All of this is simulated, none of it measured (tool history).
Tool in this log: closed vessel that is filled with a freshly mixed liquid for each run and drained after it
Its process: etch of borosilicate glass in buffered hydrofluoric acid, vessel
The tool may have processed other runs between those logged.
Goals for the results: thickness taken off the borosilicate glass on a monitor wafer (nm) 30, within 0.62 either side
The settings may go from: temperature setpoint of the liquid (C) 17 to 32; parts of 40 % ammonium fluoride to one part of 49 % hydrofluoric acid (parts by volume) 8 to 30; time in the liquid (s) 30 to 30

run,day,temperature setpoint of the liquid (C),parts of 40 % ammonium fluoride to one part of 49 % hydrofluoric acid (parts by volume),time in the liquid (s),thickness taken off the borosilicate glass on a monitor wafer (nm)
1,0,24,21.5,30,17.401
2,0.312,24,21.5,30,17.296
3,0.692,24,19,30,19.307
4,1.058,24,19,30,19.187
5,1.238,24,13,30,28.135
6,1.383,24,9,30,39.171
7,1.45,22.5,9,30,35.921
8,1.717,21,9,30,33.26
9,1.767,20.5,9,30,32.108
10,1.967,20.5,9,30,32.26
11,2.288,20.5,9,30,32.416
12,2.412,20,9,30,31.458
13,2.75,20,9,30,31.69

Which of these 5 next moves meets every target?
A,3.088,19,8.5,30,?
B,3.088,23,10.5,30,?
C,3.088,19,9,30,?
D,3.088,18,9,30,?
E,3.088,19.5,8,30,?

move,thickness taken off the borosilicate glass on a monitor wafer (nm)
A,31.783
B,33.02
C,29.836
D,28.235
E,34.933
A: further off than the last run
B: further off than the last run
C: each result inside its tolerance
D: carries the result that was furthest off beyond its target, to the other side
E: further off than the last run
Correct choice: C, which meets every target

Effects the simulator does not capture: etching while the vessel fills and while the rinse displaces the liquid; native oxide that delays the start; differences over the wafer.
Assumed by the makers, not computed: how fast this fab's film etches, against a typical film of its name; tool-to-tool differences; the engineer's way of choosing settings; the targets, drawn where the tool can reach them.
